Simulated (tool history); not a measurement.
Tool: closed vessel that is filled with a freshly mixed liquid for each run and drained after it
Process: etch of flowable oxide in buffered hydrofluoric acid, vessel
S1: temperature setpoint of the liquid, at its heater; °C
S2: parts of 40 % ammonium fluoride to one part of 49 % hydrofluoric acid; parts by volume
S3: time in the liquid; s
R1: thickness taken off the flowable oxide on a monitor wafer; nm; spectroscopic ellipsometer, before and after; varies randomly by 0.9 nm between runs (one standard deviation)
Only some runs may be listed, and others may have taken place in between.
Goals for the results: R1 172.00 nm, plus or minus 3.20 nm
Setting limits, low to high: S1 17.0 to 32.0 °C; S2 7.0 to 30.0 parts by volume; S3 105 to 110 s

run	day	S1	S2	S3	R1
1	0.000	24.0	20.0	105	113.95
2	0.133	26.0	20.0	105	127.77
3	0.462	23.0	20.0	105	107.79
4	0.742	23.0	20.0	110	113.01
5	0.821	24.5	20.0	110	123.00
6	1.146	24.5	20.0	110	122.29
7	1.246	26.0	20.0	110	133.45
8	1.454	27.0	20.0	110	138.73
9	1.767	28.0	20.0	110	146.90
10	1.892	29.0	20.0	110	155.77
11	2.067	29.5	20.0	110	161.27
12	2.325	29.5	20.0	110	160.98
13	2.712	30.0	20.0	110	165.29

Consider the 5 candidate settings below. Which is the only one whose results all fall within their allowed miss of target?
A	3.100	30.5	19.5	105	?
B	3.100	28.5	16.5	105	?
C	3.100	29.0	18.5	110	?
D	3.100	31.5	19.5	110	?
E	3.100	29.0	18.0	105	?

move	R1
A	162.79
B	170.99
C	164.39
D	179.73
E	161.20
A: misses by more than the last run did
B: every result within its allowed miss
C: misses by more than the last run did
D: pushes the last run's worst result past its target
E: misses by more than the last run did
The move that meets every target is B.
